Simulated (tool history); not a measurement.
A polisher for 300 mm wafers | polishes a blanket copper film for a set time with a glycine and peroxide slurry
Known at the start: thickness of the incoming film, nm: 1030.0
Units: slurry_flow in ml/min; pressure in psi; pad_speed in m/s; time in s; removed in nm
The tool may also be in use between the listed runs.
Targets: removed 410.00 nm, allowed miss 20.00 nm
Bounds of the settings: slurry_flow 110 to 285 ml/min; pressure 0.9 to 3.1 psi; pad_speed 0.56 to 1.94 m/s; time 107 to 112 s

run,hour,slurry_flow,pressure,pad_speed,time,removed
1,0.0,180,2.0,1.24,107,569.32
2,5.9,180,2.0,1.48,107,647.11
3,13.1,180,2.0,1.66,107,705.72
4,18.8,180,1.8,1.62,107,639.52
5,27.9,180,1.6,1.58,107,569.05
6,35.1,200,1.6,1.58,107,571.59
7,38.2,200,1.5,1.56,107,543.03
# hour 41.1: worn pad replaced by a new one
8,41.1,200,1.4,1.54,107,565.94
9,45.2,195,1.3,1.46,107,509.76

Which of these 5 next moves meets every target?
A,49.3,125,1.9,1.38,112,?
B,49.3,140,1.8,1.04,107,?
C,49.3,205,1.0,1.44,107,?
D,49.3,185,1.4,1.68,107,?
E,49.3,170,1.0,1.58,112,?

move,removed
A,656.93
B,489.32
C,423.83
D,606.64
E,463.58
A: further off than the last run
B: nearer than the last run, and not there yet
C: meets every target
D: further off than the last run
E: nearer than the last run, and not there yet
The right move is C.
